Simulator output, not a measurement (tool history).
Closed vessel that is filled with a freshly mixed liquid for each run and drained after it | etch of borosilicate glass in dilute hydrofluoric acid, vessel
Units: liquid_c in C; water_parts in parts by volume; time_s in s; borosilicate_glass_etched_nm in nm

run,hour,liquid_c,water_parts,time_s,borosilicate_glass_etched_nm
1,0,22,265,105,9.6573
2,6.7,22,265,110,9.9763
3,8.5,21.5,265,110,9.9428
4,14.2,21,265,110,9.6772
5,16.3,21,325,110,7.4839
6,23.8,22,325,110,7.7353
7,26.5,22.5,325,110,7.812
8,31.1,22.5,325,110,7.963

Run 9 comes next. What will it give?
9,35.5,23,325,110,?

Run 9 gave borosilicate_glass_etched_nm 8.0644 nm.
